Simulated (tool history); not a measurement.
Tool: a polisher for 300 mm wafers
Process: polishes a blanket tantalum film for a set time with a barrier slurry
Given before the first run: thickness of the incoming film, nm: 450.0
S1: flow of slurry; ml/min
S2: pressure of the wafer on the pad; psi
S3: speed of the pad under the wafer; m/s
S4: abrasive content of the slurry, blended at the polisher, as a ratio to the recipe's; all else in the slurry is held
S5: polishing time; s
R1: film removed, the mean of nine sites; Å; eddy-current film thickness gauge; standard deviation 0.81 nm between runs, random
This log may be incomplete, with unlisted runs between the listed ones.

run 1 hour=0 | S1=255 S2=1.5 S3=1.06 S4=1 S5=77 | R1=964.03
run 2 hour=7.2 | S1=200 S2=1.5 S3=1.06 S4=1 S5=77 | R1=954.13
run 3 hour=8.7 | S1=200 S2=1.6 S3=1.06 S4=1 S5=77 | R1=998.2
run 4 hour=12.1 | S1=205 S2=1.6 S3=1.06 S4=1 S5=77 | R1=994.89
run 5 hour=16.2 | S1=205 S2=1.6 S3=1.06 S4=1 S5=81 | R1=1061.2
run 6 hour=19 | S1=205 S2=1.6 S3=1.06 S4=1 S5=81 | R1=1054.9
run 7 hour=25.4 | S1=210 S2=1.6 S3=1.06 S4=1 S5=81 | R1=1059.3
run 8 hour=33.5 | S1=210 S2=1.6 S3=1.06 S4=1 S5=81 | R1=1048.8

Estimate the outcome of run 9 from the log above:
run 9 hour=39.4 | S1=215 S2=1.7 S3=1.06 S4=1 S5=81 | R1=?

R1: 1100.3 Å
